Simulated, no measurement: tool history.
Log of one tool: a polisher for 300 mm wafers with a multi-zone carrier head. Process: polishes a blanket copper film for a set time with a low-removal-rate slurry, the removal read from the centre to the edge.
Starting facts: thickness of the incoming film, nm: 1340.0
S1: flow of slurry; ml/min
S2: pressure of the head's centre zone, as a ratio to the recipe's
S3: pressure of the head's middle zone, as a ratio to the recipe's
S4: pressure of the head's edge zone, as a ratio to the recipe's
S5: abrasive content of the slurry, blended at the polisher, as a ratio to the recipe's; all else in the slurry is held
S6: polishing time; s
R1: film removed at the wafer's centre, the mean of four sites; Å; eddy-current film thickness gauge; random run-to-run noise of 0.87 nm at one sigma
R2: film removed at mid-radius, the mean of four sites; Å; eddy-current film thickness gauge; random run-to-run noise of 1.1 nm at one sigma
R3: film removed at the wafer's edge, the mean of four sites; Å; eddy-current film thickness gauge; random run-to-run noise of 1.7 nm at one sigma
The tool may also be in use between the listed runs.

{"run": 1, "hour": 0.0, "S1": 135, "S2": 1, "S3": 1, "S4": 1, "S5": 1, "S6": 74, "R1": 1207.8, "R2": 1186.4, "R3": 1193.2}
{"run": 2, "hour": 6.9, "S1": 135, "S2": 0.93, "S3": 1, "S4": 1, "S5": 1, "S6": 74, "R1": 1145.9, "R2": 1199, "R3": 1205.1}
{"run": 3, "hour": 13.6, "S1": 140, "S2": 0.93, "S3": 1.01, "S4": 1.02, "S5": 1.05, "S6": 74, "R1": 1161.1, "R2": 1224.7, "R3": 1232.6}
{"run": 4, "hour": 14.7, "S1": 140, "S2": 0.93, "S3": 1.01, "S4": 1.02, "S5": 1.05, "S6": 58, "R1": 909.63, "R2": 958.87, "R3": 974.42}
{"run": 5, "hour": 18.2, "S1": 140, "S2": 1, "S3": 1.01, "S4": 1.02, "S5": 1.05, "S6": 58, "R1": 976.26, "R2": 969.11, "R3": 968.19}
{"run": 6, "hour": 22.9, "S1": 140, "S2": 1, "S3": 1.01, "S4": 0.97, "S5": 1.05, "S6": 58, "R1": 976.66, "R2": 964.51, "R3": 962.57}
{"run": 7, "hour": 25.7, "S1": 140, "S2": 0.99, "S3": 1.02, "S4": 0.98, "S5": 1.1, "S6": 60, "R1": 1004.8, "R2": 1019.2, "R3": 1007.8}
{"run": 8, "hour": 31.1, "S1": 140, "S2": 0.99, "S3": 1.02, "S4": 0.98, "S5": 1.1, "S6": 60, "R1": 1015.2, "R2": 1004, "R3": 1011.5}
{"run": 9, "hour": 33.2, "S1": 145, "S2": 0.97, "S3": 1.04, "S4": 0.99, "S5": 1.15, "S6": 61, "R1": 1026.9, "R2": 1074.3, "R3": 1061.4}
{"run": 10, "hour": 36.6, "S1": 150, "S2": 0.97, "S3": 1.05, "S4": 1, "S5": 1.2, "S6": 62, "R1": 1068.9, "R2": 1122.1, "R3": 1101}
{"run": 11, "hour": 44.9, "S1": 155, "S2": 0.96, "S3": 1.06, "S4": 1.01, "S5": 1.25, "S6": 63, "R1": 1101.5, "R2": 1152.4, "R3": 1118.7}

Run 12 is up next; what results do you expect?
{"run": 12, "hour": 50.3, "S1": 155, "S2": 0.95, "S3": 1.07, "S4": 1.02, "S5": 1.3, "S6": 65, "R1": "?", "R2": "?", "R3": "?"}

R1: 1124.4 Å
R2: 1228.6 Å
R3: 1165.3 Å

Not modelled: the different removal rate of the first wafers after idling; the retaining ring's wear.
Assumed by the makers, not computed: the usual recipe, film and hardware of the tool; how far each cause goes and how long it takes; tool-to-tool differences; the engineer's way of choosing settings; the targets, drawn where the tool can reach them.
